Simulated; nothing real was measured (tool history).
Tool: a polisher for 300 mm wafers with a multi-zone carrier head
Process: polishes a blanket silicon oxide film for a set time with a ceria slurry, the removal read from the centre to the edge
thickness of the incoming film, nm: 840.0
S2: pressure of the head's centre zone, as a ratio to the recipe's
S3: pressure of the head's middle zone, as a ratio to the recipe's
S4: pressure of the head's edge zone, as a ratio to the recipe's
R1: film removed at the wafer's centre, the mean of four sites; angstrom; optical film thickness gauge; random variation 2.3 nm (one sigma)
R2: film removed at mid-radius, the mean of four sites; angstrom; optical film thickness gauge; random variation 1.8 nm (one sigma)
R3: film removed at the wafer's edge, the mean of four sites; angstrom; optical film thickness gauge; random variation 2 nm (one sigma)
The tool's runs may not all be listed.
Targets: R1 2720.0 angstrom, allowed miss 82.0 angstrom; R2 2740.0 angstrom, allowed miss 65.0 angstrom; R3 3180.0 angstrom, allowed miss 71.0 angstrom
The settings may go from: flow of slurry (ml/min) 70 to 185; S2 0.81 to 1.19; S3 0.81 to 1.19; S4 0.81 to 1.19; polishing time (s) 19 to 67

{"run": 1, "hour": 0.0, "flow of slurry (ml/min)": 120, "S2": 1.0, "S3": 1.0, "S4": 1.0, "polishing time (s)": 43, "R1": 2667.0, "R2": 2633.7, "R3": 2612.0}
{"run": 2, "hour": 5.3, "flow of slurry (ml/min)": 135, "S2": 1.0, "S3": 1.0, "S4": 1.0, "polishing time (s)": 43, "R1": 2772.9, "R2": 2685.1, "R3": 2646.1}
{"run": 3, "hour": 7.6, "flow of slurry (ml/min)": 135, "S2": 1.0, "S3": 1.0, "S4": 0.97, "polishing time (s)": 43, "R1": 2831.7, "R2": 2694.8, "R3": 2546.5}
{"run": 4, "hour": 9.1, "flow of slurry (ml/min)": 135, "S2": 1.07, "S3": 1.0, "S4": 0.97, "polishing time (s)": 43, "R1": 2977.1, "R2": 2676.2, "R3": 2570.3}
{"run": 5, "hour": 12.7, "flow of slurry (ml/min)": 135, "S2": 1.12, "S3": 1.0, "S4": 0.97, "polishing time (s)": 43, "R1": 3109.2, "R2": 2683.4, "R3": 2602.6}
{"run": 6, "hour": 14.3, "flow of slurry (ml/min)": 130, "S2": 1.09, "S3": 1.0, "S4": 1.02, "polishing time (s)": 44, "R1": 3058.4, "R2": 2712.2, "R3": 2662.0}
{"run": 7, "hour": 14.8, "flow of slurry (ml/min)": 125, "S2": 1.05, "S3": 0.98, "S4": 1.06, "polishing time (s)": 45, "R1": 2979.0, "R2": 2700.4, "R3": 2810.5}
{"run": 8, "hour": 16.9, "flow of slurry (ml/min)": 120, "S2": 1.02, "S3": 0.98, "S4": 1.09, "polishing time (s)": 46, "R1": 2951.7, "R2": 2739.0, "R3": 2860.9}
{"run": 9, "hour": 23.4, "flow of slurry (ml/min)": 115, "S2": 0.92, "S3": 0.88, "S4": 1.19, "polishing time (s)": 51, "R1": 2905.9, "R2": 2744.8, "R3": 3342.1}
{"run": 10, "hour": 25.1, "flow of slurry (ml/min)": 110, "S2": 0.91, "S3": 0.89, "S4": 1.18, "polishing time (s)": 51, "R1": 2820.9, "R2": 2770.1, "R3": 3258.6}

5 next moves are on the table. One of them brings every result within its allowed miss. Which?
{"run": "A", "hour": 26.8, "flow of slurry (ml/min)": 115, "S2": 0.91, "S3": 0.88, "S4": 1.19, "polishing time (s)": 52, "R1": "?", "R2": "?", "R3": "?"}
{"run": "B", "hour": 26.8, "flow of slurry (ml/min)": 95, "S2": 0.87, "S3": 0.89, "S4": 1.17, "polishing time (s)": 54, "R1": "?", "R2": "?", "R3": "?"}
{"run": "C", "hour": 26.8, "flow of slurry (ml/min)": 110, "S2": 0.91, "S3": 0.96, "S4": 1.12, "polishing time (s)": 50, "R1": "?", "R2": "?", "R3": "?"}
{"run": "D", "hour": 26.8, "flow of slurry (ml/min)": 105, "S2": 0.94, "S3": 0.81, "S4": 1.12, "polishing time (s)": 55, "R1": "?", "R2": "?", "R3": "?"}
{"run": "E", "hour": 26.8, "flow of slurry (ml/min)": 145, "S2": 0.88, "S3": 0.9, "S4": 1.19, "polishing time (s)": 47, "R1": "?", "R2": "?", "R3": "?"}

move=A R1=2927.0 R2=2804.7 R3=3368.2
move=B R1=2716.8 R2=2775.0 R3=3332.6
move=C R1=2776.3 R2=2864.2 R3=3108.6
move=D R1=3102.9 R2=2700.2 R3=3394.5
move=E R1=2724.4 R2=2729.7 R3=3164.3
A: further off than the last run
B: brings the result that was furthest off to its target, and leaves another outside
C: brings the result that was furthest off to its target, and leaves another outside
D: further off than the last run
E: meets every target
The right move is E.
